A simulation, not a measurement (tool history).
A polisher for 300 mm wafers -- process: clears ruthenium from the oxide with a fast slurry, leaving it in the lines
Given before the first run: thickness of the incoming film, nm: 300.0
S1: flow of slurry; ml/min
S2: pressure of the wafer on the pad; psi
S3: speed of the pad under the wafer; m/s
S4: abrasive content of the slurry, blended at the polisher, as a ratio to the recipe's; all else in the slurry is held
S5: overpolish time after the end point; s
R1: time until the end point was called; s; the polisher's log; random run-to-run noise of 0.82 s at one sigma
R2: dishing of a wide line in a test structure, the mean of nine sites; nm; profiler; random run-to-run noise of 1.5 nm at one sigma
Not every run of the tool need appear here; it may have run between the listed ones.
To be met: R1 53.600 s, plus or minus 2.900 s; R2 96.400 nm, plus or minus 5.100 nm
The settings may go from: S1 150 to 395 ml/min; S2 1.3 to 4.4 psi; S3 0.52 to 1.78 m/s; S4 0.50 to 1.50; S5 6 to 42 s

run  hour   S1   S2    S3    S4  S5      R1      R2
  1   0.0  250  2.8  1.14  1.00  21  64.277  70.471
  2   3.0  250  2.9  1.14  1.00  22  62.757  73.763
  3   6.6  250  2.9  0.98  1.00  22  73.611  67.532
  4  14.1  250  2.9  0.78  1.00  22  90.636  54.579
  5  17.2  250  2.9  0.78  0.85  22  97.713  53.136
  6  21.7  250  3.3  0.80  0.85  23  89.772  58.955
  7  25.7  250  3.6  0.88  0.85  24  75.488  68.304
  8  27.6  250  3.8  0.92  0.85  25  72.038  79.337
  9  30.5  250  4.0  0.96  0.85  24  65.548  81.104
 10  37.7  250  4.1  1.00  0.85  24  62.788  81.329
 11  44.5  250  4.2  1.04  0.85  24  59.112  88.613

Next run, 5 choices. One meets every target within its allowed miss, the rest don't. Which?
  A  51.3  325  4.0  1.24  0.60  23   ?   ?
  B  51.3  295  4.0  0.92  1.00  29   ?   ?
  C  51.3  215  3.3  1.02  0.95  33   ?   ?
  D  51.3  235  3.7  1.48  0.55  22   ?   ?
  E  51.3  260  4.0  1.18  0.80  25   ?   ?

move      R1       R2
   A  59.252   84.804
   B  62.732   97.409
   C  68.394  100.680
   D  56.883   84.555
   E  55.195   95.874
A: further off than the last run
B: further off than the last run
C: further off than the last run
D: further off than the last run
E: all results in spec
Go with E: it meets all targets.

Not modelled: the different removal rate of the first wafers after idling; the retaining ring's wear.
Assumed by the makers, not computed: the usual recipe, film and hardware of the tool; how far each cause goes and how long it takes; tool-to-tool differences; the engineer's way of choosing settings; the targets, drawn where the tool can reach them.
